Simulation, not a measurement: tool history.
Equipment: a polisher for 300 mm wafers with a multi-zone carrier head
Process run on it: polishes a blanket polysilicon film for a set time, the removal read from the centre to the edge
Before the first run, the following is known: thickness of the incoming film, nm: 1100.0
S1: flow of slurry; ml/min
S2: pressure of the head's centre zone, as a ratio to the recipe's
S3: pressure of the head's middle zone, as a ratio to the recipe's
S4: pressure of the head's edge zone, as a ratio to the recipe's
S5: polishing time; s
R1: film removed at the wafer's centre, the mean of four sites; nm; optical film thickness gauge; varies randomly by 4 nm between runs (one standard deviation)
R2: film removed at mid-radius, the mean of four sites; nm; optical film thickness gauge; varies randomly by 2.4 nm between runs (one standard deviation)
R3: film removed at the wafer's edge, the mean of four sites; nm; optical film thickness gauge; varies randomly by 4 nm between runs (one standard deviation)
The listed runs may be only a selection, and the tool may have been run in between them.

| run | hour | S1 | S2 | S3 | S4 | S5 | R1 | R2 | R3 |
|---|---|---|---|---|---|---|---|---|---|
| 1 | 0.0 | 210 | 1.00 | 1.00 | 1.00 | 49 | 289.99 | 299.55 | 295.41 |
| 2 | 7.1 | 210 | 1.00 | 1.00 | 1.06 | 49 | 295.13 | 299.08 | 308.28 |
| 3 | 12.5 | 210 | 1.00 | 1.00 | 1.00 | 49 | 292.60 | 297.48 | 305.04 |
| 4 | 20.1 | 210 | 0.93 | 1.00 | 1.00 | 49 | 275.19 | 298.88 | 298.77 |
| 5 | 22.1 | 180 | 0.93 | 1.00 | 1.00 | 49 | 263.51 | 291.05 | 294.47 |
| 6 | 24.6 | 180 | 0.93 | 1.08 | 1.00 | 49 | 269.59 | 313.96 | 299.71 |

Predict the results of run 7:
| 7 | 30.8 | 190 | 0.96 | 1.05 | 1.06 | 51 | ? | ? | ? |

Run 7 yielded R1 288.82 nm, R2 318.06 nm, R3 314.57 nm.
